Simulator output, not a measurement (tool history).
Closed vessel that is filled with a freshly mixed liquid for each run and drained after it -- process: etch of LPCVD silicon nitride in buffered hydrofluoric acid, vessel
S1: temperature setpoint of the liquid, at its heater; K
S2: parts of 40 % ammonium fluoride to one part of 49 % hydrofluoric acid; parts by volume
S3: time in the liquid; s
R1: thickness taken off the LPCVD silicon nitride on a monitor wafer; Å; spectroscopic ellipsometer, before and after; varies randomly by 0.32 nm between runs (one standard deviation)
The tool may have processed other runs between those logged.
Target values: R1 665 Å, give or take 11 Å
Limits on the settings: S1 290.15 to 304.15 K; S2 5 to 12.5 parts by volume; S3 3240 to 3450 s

run  hour      S1   S2    S3      R1
  1     0  296.15  7.5  3240  533.67
  2   8.7  296.15  7.5  3240   528.5
  3  16.7  296.15    9  3240  437.28
  4  18.5  296.15    9  3450  463.02
  5  21.3  294.15    9  3450  415.23
  6  24.6  295.65    9  3450  447.42
  7  32.7  295.65    9  3450  454.27
  8  36.5  299.65    9  3450  563.03

Consider the 4 candidate settings below. Which is the only one whose results all fall within their allowed miss of target?
  A  40.3  298.15  8.5  3270   ?
  B  40.3  300.15  7.5  3450   ?
  C  40.3  301.65    8  3400   ?
  D  40.3  304.15   10  3430   ?

move      R1
   A  520.91
   B  700.73
   C   697.5
   D  661.02
A: lands further from the targets than the last run did
B: takes the result that was furthest off past its target
C: takes the result that was furthest off past its target
D: in spec on every target
Go with D: it meets all targets.
